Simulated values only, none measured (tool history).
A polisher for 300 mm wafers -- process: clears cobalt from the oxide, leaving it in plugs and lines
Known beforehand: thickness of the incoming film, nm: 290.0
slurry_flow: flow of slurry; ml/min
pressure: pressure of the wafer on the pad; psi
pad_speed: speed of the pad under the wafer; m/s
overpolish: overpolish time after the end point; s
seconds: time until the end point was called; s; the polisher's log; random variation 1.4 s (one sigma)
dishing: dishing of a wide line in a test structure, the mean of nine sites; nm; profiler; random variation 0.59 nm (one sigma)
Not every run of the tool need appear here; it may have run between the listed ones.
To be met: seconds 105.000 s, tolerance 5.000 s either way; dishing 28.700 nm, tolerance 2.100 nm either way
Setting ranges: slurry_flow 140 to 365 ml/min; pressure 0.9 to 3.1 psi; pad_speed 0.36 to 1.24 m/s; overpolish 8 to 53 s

Run 1, day 0.000: slurry_flow 235 ml/min, pressure 2.0 psi, pad_speed 0.80 m/s, overpolish 27 s. Result: seconds 84.361 s, dishing 53.230 nm.
Run 2, day 0.304: slurry_flow 235 ml/min, pressure 1.6 psi, pad_speed 0.80 m/s, overpolish 27 s. Result: seconds 102.460 s, dishing 48.767 nm.
Run 3, day 0.475: slurry_flow 235 ml/min, pressure 1.6 psi, pad_speed 0.80 m/s, overpolish 24 s. Result: seconds 104.550 s, dishing 44.354 nm.
Run 4, day 0.754: slurry_flow 235 ml/min, pressure 1.6 psi, pad_speed 0.82 m/s, overpolish 22 s. Result: seconds 101.670 s, dishing 44.974 nm.
Run 5, day 0.879: slurry_flow 245 ml/min, pressure 1.6 psi, pad_speed 0.82 m/s, overpolish 20 s. Result: seconds 101.980 s, dishing 40.474 nm.
Run 6, day 0.925: slurry_flow 250 ml/min, pressure 1.6 psi, pad_speed 0.82 m/s, overpolish 18 s. Result: seconds 100.600 s, dishing 39.276 nm.
Run 7, day 0.967: slurry_flow 260 ml/min, pressure 1.6 psi, pad_speed 0.82 m/s, overpolish 17 s. Result: seconds 102.930 s, dishing 38.213 nm.
Run 8, day 1.112: slurry_flow 275 ml/min, pressure 1.6 psi, pad_speed 0.82 m/s, overpolish 16 s. Result: seconds 102.090 s, dishing 36.633 nm.
Run 9, day 1.175: slurry_flow 280 ml/min, pressure 1.6 psi, pad_speed 0.82 m/s, overpolish 15 s. Result: seconds 101.530 s, dishing 36.123 nm.
Run 10, day 1.346: slurry_flow 290 ml/min, pressure 1.6 psi, pad_speed 0.82 m/s, overpolish 14 s. Result: seconds 100.140 s, dishing 32.702 nm.
Run 11, day 1.592: slurry_flow 295 ml/min, pressure 1.6 psi, pad_speed 0.82 m/s, overpolish 14 s. Result: seconds 102.050 s, dishing 33.036 nm.
Run 12, day 1.946: slurry_flow 300 ml/min, pressure 1.6 psi, pad_speed 0.82 m/s, overpolish 14 s. Result: seconds 100.390 s, dishing 32.527 nm.
Run 13, day 2.012: slurry_flow 315 ml/min, pressure 1.5 psi, pad_speed 0.82 m/s, overpolish 8 s. Result: seconds 107.080 s, dishing 20.552 nm.
Run 14, day 2.329: slurry_flow 250 ml/min, pressure 1.6 psi, pad_speed 0.80 m/s, overpolish 10 s. Result: seconds 104.010 s, dishing 24.651 nm.

Of the 4 settings listed for the next run, only one would bring every result within its allowed miss of target. Which one?
Run A, day 2.646: slurry_flow 195 ml/min, pressure 1.9 psi, pad_speed 0.70 m/s, overpolish 8 s. Result: seconds ?, dishing ?.
Run B, day 2.646: slurry_flow 200 ml/min, pressure 1.6 psi, pad_speed 0.80 m/s, overpolish 12 s. Result: seconds ?, dishing ?.
Run C, day 2.646: slurry_flow 255 ml/min, pressure 1.5 psi, pad_speed 0.86 m/s, overpolish 15 s. Result: seconds ?, dishing ?.
Run D, day 2.646: slurry_flow 200 ml/min, pressure 1.8 psi, pad_speed 0.74 m/s, overpolish 8 s. Result: seconds ?, dishing ?.

move  seconds  dishing
   A  102.190   21.529
   B  105.780   28.905
   C  102.830   34.704
   D  101.830   21.593
A: its largest miss is bigger than the last run's
B: all results in spec
C: carries the result that was furthest off beyond its target, to the other side
D: its largest miss is bigger than the last run's
B is the move that brings every result within its allowed miss.

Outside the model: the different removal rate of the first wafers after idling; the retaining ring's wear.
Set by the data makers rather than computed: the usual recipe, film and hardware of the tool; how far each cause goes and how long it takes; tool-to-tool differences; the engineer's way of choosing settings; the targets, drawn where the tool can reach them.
